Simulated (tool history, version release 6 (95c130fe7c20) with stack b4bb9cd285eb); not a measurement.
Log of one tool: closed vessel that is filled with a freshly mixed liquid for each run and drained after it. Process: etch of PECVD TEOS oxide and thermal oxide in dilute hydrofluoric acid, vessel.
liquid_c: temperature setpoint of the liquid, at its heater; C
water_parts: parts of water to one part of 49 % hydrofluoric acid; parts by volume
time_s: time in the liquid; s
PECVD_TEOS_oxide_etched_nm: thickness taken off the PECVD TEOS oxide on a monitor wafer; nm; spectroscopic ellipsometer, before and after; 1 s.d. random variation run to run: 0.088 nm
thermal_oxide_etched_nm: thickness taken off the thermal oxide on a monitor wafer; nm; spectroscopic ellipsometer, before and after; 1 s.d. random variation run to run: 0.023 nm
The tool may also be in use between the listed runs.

run 1 hour=0 | liquid_c=24 water_parts=90 time_s=60 | PECVD_TEOS_oxide_etched_nm=11.178 thermal_oxide_etched_nm=2.7222
run 2 hour=3.1 | liquid_c=21.5 water_parts=90 time_s=60 | PECVD_TEOS_oxide_etched_nm=10.15 thermal_oxide_etched_nm=2.4662
run 3 hour=8.1 | liquid_c=24 water_parts=90 time_s=60 | PECVD_TEOS_oxide_etched_nm=11.224 thermal_oxide_etched_nm=2.7459
run 4 hour=9.5 | liquid_c=21.5 water_parts=90 time_s=60 | PECVD_TEOS_oxide_etched_nm=10.275 thermal_oxide_etched_nm=2.4932
run 5 hour=11.8 | liquid_c=20.5 water_parts=90 time_s=60 | PECVD_TEOS_oxide_etched_nm=9.8036 thermal_oxide_etched_nm=2.4001
run 6 hour=17.9 | liquid_c=20.5 water_parts=75 time_s=60 | PECVD_TEOS_oxide_etched_nm=12.068 thermal_oxide_etched_nm=2.9678

What will run 7 give?
run 7 hour=20.4 | liquid_c=19.5 water_parts=80 time_s=60 | PECVD_TEOS_oxide_etched_nm=? thermal_oxide_etched_nm=?

Run 7 measured PECVD_TEOS_oxide_etched_nm 10.581 nm, thermal_oxide_etched_nm 2.6205 nm.
